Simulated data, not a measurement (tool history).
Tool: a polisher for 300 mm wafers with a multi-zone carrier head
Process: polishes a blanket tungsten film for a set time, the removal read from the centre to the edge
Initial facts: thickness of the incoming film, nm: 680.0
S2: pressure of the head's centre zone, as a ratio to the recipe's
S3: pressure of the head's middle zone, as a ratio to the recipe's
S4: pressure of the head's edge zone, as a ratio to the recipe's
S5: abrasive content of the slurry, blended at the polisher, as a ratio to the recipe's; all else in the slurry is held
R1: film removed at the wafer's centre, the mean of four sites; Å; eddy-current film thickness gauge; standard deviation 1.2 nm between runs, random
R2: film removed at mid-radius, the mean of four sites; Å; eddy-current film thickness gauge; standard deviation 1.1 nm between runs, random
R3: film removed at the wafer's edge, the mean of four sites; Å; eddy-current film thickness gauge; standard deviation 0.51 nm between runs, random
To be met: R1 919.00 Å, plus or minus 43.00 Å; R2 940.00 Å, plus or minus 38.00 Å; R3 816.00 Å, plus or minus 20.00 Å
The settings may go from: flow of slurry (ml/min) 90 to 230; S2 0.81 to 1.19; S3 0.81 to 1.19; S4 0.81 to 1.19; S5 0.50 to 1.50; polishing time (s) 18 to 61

run 1 hour=0.0 | flow_of_slurry_(ml/min)=150 S2=1.00 S3=1.00 S4=1.00 S5=1.00 polishing_time_(s)=39 | R1=1345.40 R2=1331.00 R3=1337.90
run 2 hour=8.7 | flow_of_slurry_(ml/min)=150 S2=1.00 S3=1.00 S4=1.00 S5=0.90 polishing_time_(s)=39 | R1=1352.00 R2=1302.30 R3=1293.10
run 3 hour=9.5 | flow_of_slurry_(ml/min)=145 S2=0.98 S3=1.01 S4=0.96 S5=0.80 polishing_time_(s)=36 | R1=1125.90 R2=1165.70 R3=1143.90
run 4 hour=16.7 | flow_of_slurry_(ml/min)=145 S2=1.01 S3=1.03 S4=0.92 S5=0.70 polishing_time_(s)=34 | R1=1066.20 R2=1070.10 R3=1016.70
run 5 hour=24.5 | flow_of_slurry_(ml/min)=140 S2=1.02 S3=1.05 S4=0.89 S5=0.65 polishing_time_(s)=33 | R1=1013.20 R2=1046.80 R3=950.09
run 6 hour=30.7 | flow_of_slurry_(ml/min)=140 S2=1.02 S3=1.05 S4=0.89 S5=0.65 polishing_time_(s)=37 | R1=1117.40 R2=1165.00 R3=1066.40
run 7 hour=33.5 | flow_of_slurry_(ml/min)=135 S2=1.03 S3=1.06 S4=0.87 S5=0.60 polishing_time_(s)=35 | R1=1065.10 R2=1089.40 R3=973.81
run 8 hour=41.9 | flow_of_slurry_(ml/min)=135 S2=1.03 S3=1.06 S4=0.87 S5=0.60 polishing_time_(s)=35 | R1=1046.90 R2=1075.20 R3=971.69
run 9 hour=48.6 | flow_of_slurry_(ml/min)=115 S2=1.05 S3=1.08 S4=0.81 S5=0.50 polishing_time_(s)=30 | R1=820.05 R2=858.26 R3=743.52
run 10 hour=53.7 | flow_of_slurry_(ml/min)=125 S2=1.05 S3=1.08 S4=0.82 S5=0.50 polishing_time_(s)=30 | R1=844.43 R2=885.11 R3=754.18
run 11 hour=56.9 | flow_of_slurry_(ml/min)=135 S2=1.05 S3=1.07 S4=0.83 S5=0.50 polishing_time_(s)=30 | R1=850.21 R2=861.51 R3=769.28
run 12 hour=57.6 | flow_of_slurry_(ml/min)=165 S2=1.08 S3=1.15 S4=0.86 S5=0.60 polishing_time_(s)=30 | R1=966.93 R2=1025.80 R3=846.17
run 13 hour=61.3 | flow_of_slurry_(ml/min)=160 S2=1.08 S3=1.14 S4=0.86 S5=0.60 polishing_time_(s)=30 | R1=965.87 R2=995.37 R3=844.23
run 14 hour=63.9 | flow_of_slurry_(ml/min)=155 S2=1.08 S3=1.13 S4=0.86 S5=0.60 polishing_time_(s)=30 | R1=964.21 R2=989.92 R3=841.90
run 15 hour=71.1 | flow_of_slurry_(ml/min)=150 S2=1.08 S3=1.12 S4=0.86 S5=0.60 polishing_time_(s)=30 | R1=943.84 R2=990.24 R3=836.14

Which single option among these 4 for the next run brings every result within its allowed miss of target? Just one does.
run A hour=78.3 | flow_of_slurry_(ml/min)=205 S2=1.15 S3=1.04 S4=0.81 S5=0.55 polishing_time_(s)=30 | R1=? R2=? R3=?
run B hour=78.3 | flow_of_slurry_(ml/min)=165 S2=1.19 S3=1.17 S4=0.83 S5=0.65 polishing_time_(s)=29 | R1=? R2=? R3=?
run C hour=78.3 | flow_of_slurry_(ml/min)=155 S2=1.07 S3=1.10 S4=0.87 S5=0.55 polishing_time_(s)=30 | R1=? R2=? R3=?
run D hour=78.3 | flow_of_slurry_(ml/min)=150 S2=1.11 S3=1.16 S4=0.86 S5=0.55 polishing_time_(s)=31 | R1=? R2=? R3=?

move=A R1=1000.80 R2=933.23 R3=814.34
move=B R1=1007.00 R2=1014.80 R3=814.76
move=C R1=904.99 R2=938.90 R3=814.50
move=D R1=955.50 R2=1009.70 R3=833.26
A: corrects the largest miss of the last run, while another result sits out of spec
B: its largest miss is bigger than the last run's
C: all results in spec
D: its largest miss is bigger than the last run's
Answer: C
